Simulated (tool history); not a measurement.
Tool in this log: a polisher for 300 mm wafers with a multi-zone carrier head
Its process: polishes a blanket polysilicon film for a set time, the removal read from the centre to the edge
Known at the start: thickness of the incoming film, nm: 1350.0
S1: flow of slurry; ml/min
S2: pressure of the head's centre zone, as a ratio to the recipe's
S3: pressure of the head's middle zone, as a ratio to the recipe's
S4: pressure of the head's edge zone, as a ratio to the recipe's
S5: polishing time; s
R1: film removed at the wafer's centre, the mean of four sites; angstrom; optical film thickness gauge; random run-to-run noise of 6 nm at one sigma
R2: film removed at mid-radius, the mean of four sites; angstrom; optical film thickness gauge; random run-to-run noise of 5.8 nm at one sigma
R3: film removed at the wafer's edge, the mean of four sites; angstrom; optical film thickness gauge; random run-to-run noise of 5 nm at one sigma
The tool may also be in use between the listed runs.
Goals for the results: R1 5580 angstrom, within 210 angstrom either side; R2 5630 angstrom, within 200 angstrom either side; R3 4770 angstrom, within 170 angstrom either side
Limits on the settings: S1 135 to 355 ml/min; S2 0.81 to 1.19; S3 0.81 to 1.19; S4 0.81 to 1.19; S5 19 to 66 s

{"run": 1, "hour": 0.0, "S1": 225, "S2": 1, "S3": 1, "S4": 1, "S5": 42, "R1": 3894.6, "R2": 4008.4, "R3": 3801.1}
{"run": 2, "hour": 8.0, "S1": 225, "S2": 1, "S3": 0.92, "S4": 1, "S5": 42, "R1": 3833.4, "R2": 3659.2, "R3": 3766.9}
{"run": 3, "hour": 11.4, "S1": 165, "S2": 1, "S3": 0.92, "S4": 1, "S5": 42, "R1": 3641.7, "R2": 3510, "R3": 3642.6}
{"run": 4, "hour": 18.9, "S1": 190, "S2": 1.04, "S3": 0.99, "S4": 1.03, "S5": 43, "R1": 3968.3, "R2": 3909.5, "R3": 3938.1}
{"run": 5, "hour": 23.0, "S1": 135, "S2": 1.04, "S3": 0.99, "S4": 1.03, "S5": 43, "R1": 3600.1, "R2": 3595.3, "R3": 3687}
{"run": 6, "hour": 26.7, "S1": 185, "S2": 1.07, "S3": 1.04, "S4": 1.03, "S5": 44, "R1": 4145.5, "R2": 4084.1, "R3": 4025.9}
{"run": 7, "hour": 32.7, "S1": 220, "S2": 1.08, "S3": 1.08, "S4": 1.02, "S5": 44, "R1": 4301.6, "R2": 4450.8, "R3": 4017}
{"run": 8, "hour": 40.3, "S1": 245, "S2": 1.11, "S3": 1.1, "S4": 1.04, "S5": 45, "R1": 4663.3, "R2": 4589.9, "R3": 4182}

Next run, 5 choices. One meets every target within its allowed miss, the rest don't. Which?
{"run": "A", "hour": 47.9, "S1": 250, "S2": 1.03, "S3": 1.17, "S4": 0.88, "S5": 40, "R1": "?", "R2": "?", "R3": "?"}
{"run": "B", "hour": 47.9, "S1": 290, "S2": 1.19, "S3": 1.01, "S4": 1.12, "S5": 35, "R1": "?", "R2": "?", "R3": "?"}
{"run": "C", "hour": 47.9, "S1": 135, "S2": 0.83, "S3": 1.18, "S4": 1.1, "S5": 59, "R1": "?", "R2": "?", "R3": "?"}
{"run": "D", "hour": 47.9, "S1": 210, "S2": 1.16, "S3": 1.17, "S4": 0.97, "S5": 53, "R1": "?", "R2": "?", "R3": "?"}
{"run": "E", "hour": 47.9, "S1": 270, "S2": 0.94, "S3": 1.12, "S4": 0.97, "S5": 48, "R1": "?", "R2": "?", "R3": "?"}

move=A R1=3878.4 R2=4332.7 R3=3443.6
move=B R1=3915.8 R2=3418.4 R3=3435.6
move=C R1=4191.8 R2=5744.6 R3=5199.4
move=D R1=5543.7 R2=5599.4 R3=4687.7
move=E R1=4348.1 R2=5064.2 R3=4356.8
A: the biggest miss grows against the last run
B: the biggest miss grows against the last run
C: meets the target for the result that was furthest off, but another lies outside its allowed miss
D: every result within its allowed miss
E: the biggest miss grows against the last run
Correct choice: D, which meets every target
